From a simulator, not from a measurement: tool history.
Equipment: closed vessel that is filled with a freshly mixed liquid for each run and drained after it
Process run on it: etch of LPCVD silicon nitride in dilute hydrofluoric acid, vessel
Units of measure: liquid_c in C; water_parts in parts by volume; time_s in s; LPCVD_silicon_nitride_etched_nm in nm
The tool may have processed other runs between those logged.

| run | day | liquid_c | water_parts | time_s | LPCVD_silicon_nitride_etched_nm |
|---|---|---|---|---|---|
| 1 | 0.000 | 21.0 | 155 | 2970 | 8.3850 |
| 2 | 0.246 | 21.0 | 155 | 3180 | 9.1496 |
| 3 | 0.512 | 19.0 | 155 | 3180 | 7.9966 |
| 4 | 0.829 | 17.0 | 155 | 3180 | 7.0454 |
| 5 | 0.879 | 18.5 | 155 | 3180 | 7.7228 |
| 6 | 0.908 | 19.5 | 155 | 3180 | 8.1656 |

The next listed run, before its measurement:
| 7 | 1.171 | 19.5 | 155 | 3180 | ? |

{"run 7": {"LPCVD_silicon_nitride_etched_nm": 8.2308}}
